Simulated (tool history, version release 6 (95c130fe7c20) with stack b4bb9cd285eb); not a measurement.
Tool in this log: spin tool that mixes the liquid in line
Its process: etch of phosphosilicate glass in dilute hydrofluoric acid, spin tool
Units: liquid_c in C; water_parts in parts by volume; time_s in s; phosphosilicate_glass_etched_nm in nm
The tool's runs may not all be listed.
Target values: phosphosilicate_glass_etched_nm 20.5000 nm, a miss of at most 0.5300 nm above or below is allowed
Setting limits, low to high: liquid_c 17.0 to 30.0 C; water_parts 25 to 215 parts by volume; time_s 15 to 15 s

run	hour	liquid_c	water_parts	time_s	phosphosilicate_glass_etched_nm
1	0.0	22.0	120	15	10.7650
2	5.3	22.0	120	15	10.7480
3	13.4	22.0	140	15	8.9826
4	15.1	23.0	130	15	10.2410
5	20.9	24.0	125	15	11.0950
6	22.0	25.0	120	15	11.9580
7	29.6	25.5	115	15	12.8590
8	33.1	29.5	80	15	22.8030
9	39.7	29.0	80	15	22.2880
10	45.0	28.5	80	15	21.8420
11	49.6	27.5	80	15	21.0700

Which single option among these 4 for the next run brings every result within its allowed miss of target? Just one does.
A	54.2	30.0	85	15	?
B	54.2	25.0	75	15	?
C	54.2	28.5	80	15	?
D	54.2	27.0	75	15	?

move	phosphosilicate_glass_etched_nm
A	21.5960
B	20.4180
C	21.8190
D	22.1040
A: further off than the last run
B: meets every target
C: further off than the last run
D: further off than the last run
The move that meets every target is B.

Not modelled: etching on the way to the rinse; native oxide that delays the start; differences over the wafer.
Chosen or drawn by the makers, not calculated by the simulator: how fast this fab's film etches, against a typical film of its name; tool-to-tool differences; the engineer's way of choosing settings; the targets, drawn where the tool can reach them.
